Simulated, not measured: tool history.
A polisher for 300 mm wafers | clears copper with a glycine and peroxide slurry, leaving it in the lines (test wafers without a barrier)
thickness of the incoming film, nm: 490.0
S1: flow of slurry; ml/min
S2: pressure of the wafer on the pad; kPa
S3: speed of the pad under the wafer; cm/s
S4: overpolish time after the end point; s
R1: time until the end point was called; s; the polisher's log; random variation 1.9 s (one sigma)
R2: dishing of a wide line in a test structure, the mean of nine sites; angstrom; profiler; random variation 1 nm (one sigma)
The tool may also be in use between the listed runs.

| run | hour | S1 | S2 | S3 | S4 | R1 | R2 |
|---|---|---|---|---|---|---|---|
| 1 | 0.0 | 215 | 18.6 | 86 | 22 | 107.880 | 661.20 |
| 2 | 4.5 | 210 | 19.3 | 86 | 24 | 109.740 | 710.23 |
| 3 | 6.9 | 205 | 20.0 | 86 | 25 | 102.810 | 752.27 |
| 4 | 12.0 | 230 | 20.0 | 86 | 25 | 101.080 | 772.43 |
| 5 | 20.3 | 255 | 20.0 | 86 | 25 | 101.720 | 778.08 |
|  | 27.6 | worn pad replaced by a new one |
| 6 | 27.6 | 255 | 22.8 | 86 | 25 | 83.997 | 904.86 |
| 7 | 29.6 | 250 | 22.1 | 86 | 27 | 83.734 | 939.32 |
| 8 | 33.6 | 245 | 21.4 | 86 | 29 | 88.193 | 964.79 |
| 9 | 37.2 | 245 | 21.4 | 86 | 29 | 85.624 | 997.10 |

The next listed run, before its measurement:
| 10 | 39.2 | 230 | 17.2 | 84 | 33 | ? | ? |

R1: 110.830 s
R2: 916.26 angstrom

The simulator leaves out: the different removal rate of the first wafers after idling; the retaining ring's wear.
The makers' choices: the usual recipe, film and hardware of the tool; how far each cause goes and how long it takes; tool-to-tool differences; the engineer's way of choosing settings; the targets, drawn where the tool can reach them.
